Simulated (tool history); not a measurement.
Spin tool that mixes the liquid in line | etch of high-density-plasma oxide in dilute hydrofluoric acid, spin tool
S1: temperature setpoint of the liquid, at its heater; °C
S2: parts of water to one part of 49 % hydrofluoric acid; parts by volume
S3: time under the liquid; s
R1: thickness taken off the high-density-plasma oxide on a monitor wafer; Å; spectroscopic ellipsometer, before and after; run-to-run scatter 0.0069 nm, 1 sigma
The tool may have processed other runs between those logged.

| run | hour | S1 | S2 | S3 | R1 |
|---|---|---|---|---|---|
| 1 | 0 | 23 | 295 | 55 | 8.9402 |
| 2 | 1.2 | 24.5 | 295 | 55 | 9.4303 |
| 3 | 10.1 | 24.5 | 375 | 55 | 6.8836 |
| 4 | 11 | 21.5 | 375 | 55 | 6.1938 |
| 5 | 17 | 20.5 | 375 | 55 | 5.9935 |
| 6 | 20.8 | 20.5 | 480 | 55 | 4.4153 |
| 7 | 27 | 24.5 | 460 | 55 | 5.1681 |

What does the tool deliver on the next run?
| 8 | 35.6 | 25 | 460 | 55 | ? |

{"run 8": {"R1": 5.2914}}
